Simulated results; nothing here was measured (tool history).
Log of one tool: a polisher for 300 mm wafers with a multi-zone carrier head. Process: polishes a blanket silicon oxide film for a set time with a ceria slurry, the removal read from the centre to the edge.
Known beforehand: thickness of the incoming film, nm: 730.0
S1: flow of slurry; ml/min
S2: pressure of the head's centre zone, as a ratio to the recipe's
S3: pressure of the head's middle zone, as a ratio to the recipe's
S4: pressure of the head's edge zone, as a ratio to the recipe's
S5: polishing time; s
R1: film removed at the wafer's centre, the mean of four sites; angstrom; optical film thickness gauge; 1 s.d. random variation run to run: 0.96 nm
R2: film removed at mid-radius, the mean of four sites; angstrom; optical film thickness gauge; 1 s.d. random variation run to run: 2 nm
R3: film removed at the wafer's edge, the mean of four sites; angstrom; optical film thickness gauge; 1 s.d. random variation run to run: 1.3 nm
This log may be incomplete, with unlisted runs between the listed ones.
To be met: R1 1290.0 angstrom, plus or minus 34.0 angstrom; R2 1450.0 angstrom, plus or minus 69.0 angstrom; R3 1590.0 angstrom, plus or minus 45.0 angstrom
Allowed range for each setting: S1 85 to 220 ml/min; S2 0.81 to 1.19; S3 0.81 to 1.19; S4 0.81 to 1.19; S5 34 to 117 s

run 1 hour=0.0 | S1=140 S2=1.00 S3=1.00 S4=1.00 S5=75 | R1=2282.5 R2=2148.1 R3=2290.7
run 2 hour=5.2 | S1=130 S2=0.97 S3=0.99 S4=0.99 S5=71 | R1=2057.2 R2=1983.8 R3=2138.4
run 3 hour=13.3 | S1=130 S2=0.97 S3=0.99 S4=1.07 S5=71 | R1=2045.7 R2=2025.3 R3=2203.4
run 4 hour=18.9 | S1=130 S2=1.00 S3=0.99 S4=1.07 S5=71 | R1=2119.5 R2=1990.5 R3=2193.2
run 5 hour=22.4 | S1=125 S2=0.97 S3=0.98 S4=1.05 S5=67 | R1=1931.8 R2=1865.8 R3=2045.9
run 6 hour=31.0 | S1=125 S2=0.97 S3=1.04 S4=1.05 S5=67 | R1=1943.3 R2=1946.6 R3=2050.6
run 7 hour=38.1 | S1=120 S2=0.94 S3=1.03 S4=1.04 S5=64 | R1=1778.6 R2=1888.9 R3=1915.7
run 8 hour=40.4 | S1=115 S2=0.92 S3=1.00 S4=1.04 S5=62 | R1=1672.9 R2=1754.1 R3=1857.7
run 9 hour=46.5 | S1=85 S2=0.82 S3=0.96 S4=0.97 S5=53 | R1=1189.0 R2=1365.3 R3=1502.7
run 10 hour=50.5 | S1=90 S2=0.82 S3=0.96 S4=0.97 S5=53 | R1=1221.0 R2=1373.9 R3=1501.4
run 11 hour=52.3 | S1=90 S2=0.82 S3=0.96 S4=0.97 S5=53 | R1=1208.5 R2=1397.5 R3=1507.8
run 12 hour=55.3 | S1=95 S2=0.82 S3=0.96 S4=0.98 S5=53 | R1=1244.4 R2=1387.3 R3=1514.1
run 13 hour=62.0 | S1=95 S2=0.82 S3=0.96 S4=0.99 S5=53 | R1=1231.9 R2=1426.9 R3=1536.2
run 14 hour=67.4 | S1=100 S2=0.82 S3=0.95 S4=0.99 S5=53 | R1=1240.6 R2=1407.6 R3=1574.0

Below are 5 possible settings for the next run. Only one of them brings all results inside the allowed miss of their targets. Which is it?
run A hour=72.8 | S1=85 S2=0.81 S3=1.03 S4=1.04 S5=54 | R1=? R2=? R3=?
run B hour=72.8 | S1=100 S2=0.86 S3=0.84 S4=1.02 S5=53 | R1=? R2=? R3=?
run C hour=72.8 | S1=100 S2=0.85 S3=0.95 S4=0.88 S5=54 | R1=? R2=? R3=?
run D hour=72.8 | S1=90 S2=0.85 S3=0.81 S4=0.93 S5=54 | R1=? R2=? R3=?
run E hour=72.8 | S1=130 S2=0.83 S3=0.97 S4=1.05 S5=52 | R1=? R2=? R3=?

move=A R1=1211.3 R2=1487.9 R3=1553.6
move=B R1=1303.1 R2=1267.2 R3=1548.4
move=C R1=1313.2 R2=1430.0 R3=1500.5
move=D R1=1284.6 R2=1230.7 R3=1510.9
move=E R1=1296.6 R2=1462.9 R3=1579.0
A: moves away from the targets compared with the last run
B: brings the last run's worst result on target, with another outside its allowed miss
C: brings the last run's worst result on target, with another outside its allowed miss
D: brings the last run's worst result on target, with another outside its allowed miss
E: hits every target within its allowed miss
The right move is E.
